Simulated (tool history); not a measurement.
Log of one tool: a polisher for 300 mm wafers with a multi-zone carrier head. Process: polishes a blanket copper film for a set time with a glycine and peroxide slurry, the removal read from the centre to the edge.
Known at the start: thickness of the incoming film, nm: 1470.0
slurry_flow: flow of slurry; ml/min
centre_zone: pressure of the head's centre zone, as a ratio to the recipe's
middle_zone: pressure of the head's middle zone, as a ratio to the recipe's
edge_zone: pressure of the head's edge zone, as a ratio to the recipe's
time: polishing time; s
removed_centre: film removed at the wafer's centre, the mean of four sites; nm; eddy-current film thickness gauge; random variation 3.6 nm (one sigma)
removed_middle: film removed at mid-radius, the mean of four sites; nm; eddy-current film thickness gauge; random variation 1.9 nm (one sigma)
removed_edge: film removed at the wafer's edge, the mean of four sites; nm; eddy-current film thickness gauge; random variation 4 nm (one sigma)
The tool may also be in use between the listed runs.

| run | hour | slurry_flow | centre_zone | middle_zone | edge_zone | time | removed_centre | removed_middle | removed_edge |
|---|---|---|---|---|---|---|---|---|---|
| 1 | 0 | 265 | 1 | 1 | 1 | 83 | 508.03 | 461.34 | 463.89 |
| 2 | 4.2 | 255 | 0.94 | 1 | 0.98 | 72 | 409.17 | 390.26 | 397.66 |
| 3 | 5 | 245 | 0.9 | 1.01 | 0.95 | 66 | 365.65 | 361.26 | 365.85 |
| 4 | 8.4 | 245 | 0.9 | 1.01 | 0.95 | 81 | 432.46 | 448.21 | 434.44 |
| 5 | 15.1 | 245 | 0.9 | 1.01 | 0.9 | 81 | 436.62 | 447.74 | 418.17 |
| 6 | 18.8 | 285 | 0.9 | 1.01 | 0.9 | 81 | 430.79 | 452.76 | 429.39 |

Forecast run 7:
| 7 | 21.2 | 285 | 0.87 | 1.01 | 0.88 | 72 | ? | ? | ? |

removed_centre: 380.4 nm
removed_middle: 404.01 nm
removed_edge: 372.9 nm
